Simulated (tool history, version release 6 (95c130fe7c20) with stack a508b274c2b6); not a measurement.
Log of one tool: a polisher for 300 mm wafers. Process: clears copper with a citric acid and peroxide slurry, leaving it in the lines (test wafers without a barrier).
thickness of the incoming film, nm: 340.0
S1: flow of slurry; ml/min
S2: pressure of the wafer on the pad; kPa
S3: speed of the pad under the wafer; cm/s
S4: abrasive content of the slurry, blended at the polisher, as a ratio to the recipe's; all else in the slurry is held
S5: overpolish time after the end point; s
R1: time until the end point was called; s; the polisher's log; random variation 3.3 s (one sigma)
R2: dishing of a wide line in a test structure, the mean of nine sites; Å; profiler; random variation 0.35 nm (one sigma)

Run 1, hour 0.0: S1 260 ml/min, S2 17.2 kPa, S3 122 cm/s, S4 1.0, S5 29 s. Result: R1 132.41 s, R2 481.36 Å.
Run 2, hour 0.6: S1 260 ml/min, S2 15.9 kPa, S3 122 cm/s, S4 1.0, S5 29 s. Result: R1 143.82 s, R2 448.23 Å.
Run 3, hour 5.6: S1 260 ml/min, S2 15.9 kPa, S3 138 cm/s, S4 1.0, S5 29 s. Result: R1 130.39 s, R2 491.70 Å.
Run 4, hour 8.3: S1 285 ml/min, S2 15.9 kPa, S3 138 cm/s, S4 1.0, S5 29 s. Result: R1 126.58 s, R2 490.51 Å.
Run 5, hour 14.4: S1 285 ml/min, S2 14.5 kPa, S3 138 cm/s, S4 1.0, S5 29 s. Result: R1 143.34 s, R2 454.58 Å.
Run 6, hour 22.3: S1 285 ml/min, S2 13.8 kPa, S3 138 cm/s, S4 1.0, S5 28 s. Result: R1 147.12 s, R2 417.63 Å.

Forecast run 7:
Run 7, hour 26.0: S1 285 ml/min, S2 9.0 kPa, S3 136 cm/s, S4 1.0, S5 29 s. Result: R1 ?, R2 ?.

{"run 7": {"R1": 217.54, "R2": 293.16}}

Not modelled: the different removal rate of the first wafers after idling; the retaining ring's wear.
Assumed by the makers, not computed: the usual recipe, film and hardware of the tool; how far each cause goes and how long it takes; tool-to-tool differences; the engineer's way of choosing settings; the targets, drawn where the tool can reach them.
